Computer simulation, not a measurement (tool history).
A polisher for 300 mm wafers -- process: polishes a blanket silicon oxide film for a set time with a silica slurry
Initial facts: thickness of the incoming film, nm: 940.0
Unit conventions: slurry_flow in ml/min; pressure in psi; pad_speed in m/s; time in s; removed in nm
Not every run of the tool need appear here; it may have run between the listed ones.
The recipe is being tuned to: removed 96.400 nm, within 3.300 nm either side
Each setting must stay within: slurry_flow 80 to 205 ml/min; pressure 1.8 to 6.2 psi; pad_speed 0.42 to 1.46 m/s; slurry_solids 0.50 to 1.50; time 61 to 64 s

run,hour,slurry_flow,pressure,pad_speed,slurry_solids,time,removed
1,0.0,135,4.0,0.94,1.00,61,158.090
2,0.7,130,3.5,0.94,1.00,61,138.590
3,3.6,130,3.5,0.74,1.00,61,113.260
4,8.9,130,3.5,0.74,1.20,61,125.260
5,12.4,130,3.5,0.74,1.40,61,136.950
6,20.4,125,3.2,0.74,1.40,61,123.960
# hour 29.4: slurry blender recalibrated
7,29.4,120,3.0,0.74,1.40,61,136.860
8,33.9,135,2.7,0.74,1.40,61,125.470
9,42.7,135,2.5,0.70,1.40,61,109.940
10,51.5,135,2.3,0.70,1.40,61,101.430

Of the 4 settings listed for the next run, only one would bring every result within its allowed miss of target. Which one?
A,60.3,105,2.9,0.56,1.25,61,?
B,60.3,170,1.9,0.88,1.25,62,?
C,60.3,105,2.1,0.86,1.40,61,?
D,60.3,175,2.8,0.58,1.05,64,?

move,removed
A,97.317
B,103.230
C,105.510
D,102.650
A: all results land within tolerance of their targets
B: moves away from the targets compared with the last run
C: moves away from the targets compared with the last run
D: moves away from the targets compared with the last run
Go with A: it meets all targets.
